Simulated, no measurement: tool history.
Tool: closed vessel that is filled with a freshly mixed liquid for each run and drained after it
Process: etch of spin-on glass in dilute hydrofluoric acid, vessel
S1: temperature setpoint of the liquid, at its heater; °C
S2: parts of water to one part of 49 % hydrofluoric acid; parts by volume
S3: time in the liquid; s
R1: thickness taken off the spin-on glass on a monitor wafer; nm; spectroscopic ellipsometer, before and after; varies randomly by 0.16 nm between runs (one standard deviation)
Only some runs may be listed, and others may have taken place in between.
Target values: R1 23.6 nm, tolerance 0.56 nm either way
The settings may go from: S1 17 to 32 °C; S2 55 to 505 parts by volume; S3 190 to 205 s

{"run": 1, "hour": 0.0, "S1": 24, "S2": 280, "S3": 190, "R1": 14.976}
{"run": 2, "hour": 2.7, "S1": 26.5, "S2": 265, "S3": 190, "R1": 17.631}
{"run": 3, "hour": 10.2, "S1": 28, "S2": 260, "S3": 190, "R1": 18.805}
{"run": 4, "hour": 14.6, "S1": 29, "S2": 250, "S3": 190, "R1": 20.457}
{"run": 5, "hour": 15.8, "S1": 30, "S2": 245, "S3": 190, "R1": 22.016}
{"run": 6, "hour": 24.1, "S1": 30, "S2": 335, "S3": 190, "R1": 14.426}
{"run": 7, "hour": 26.3, "S1": 30.5, "S2": 305, "S3": 190, "R1": 16.633}
{"run": 8, "hour": 28.9, "S1": 32, "S2": 225, "S3": 190, "R1": 26.163}
{"run": 9, "hour": 33.1, "S1": 31, "S2": 225, "S3": 190, "R1": 25.534}
{"run": 10, "hour": 38.8, "S1": 30.5, "S2": 225, "S3": 190, "R1": 24.862}

Which one of the following 4 next-run settings gets every result inside its allowed miss? There is exactly one.
{"run": "A", "hour": 44.5, "S1": 32, "S2": 235, "S3": 205, "R1": "?"}
{"run": "B", "hour": 44.5, "S1": 32, "S2": 230, "S3": 190, "R1": "?"}
{"run": "C", "hour": 44.5, "S1": 25, "S2": 200, "S3": 190, "R1": "?"}
{"run": "D", "hour": 44.5, "S1": 30.5, "S2": 220, "S3": 195, "R1": "?"}

move=A R1=27.123
move=B R1=25.843
move=C R1=24.129
move=D R1=26.697
A: lands further from the targets than the last run did
B: lands further from the targets than the last run did
C: every result lands within tolerance
D: lands further from the targets than the last run did
The right move is C.
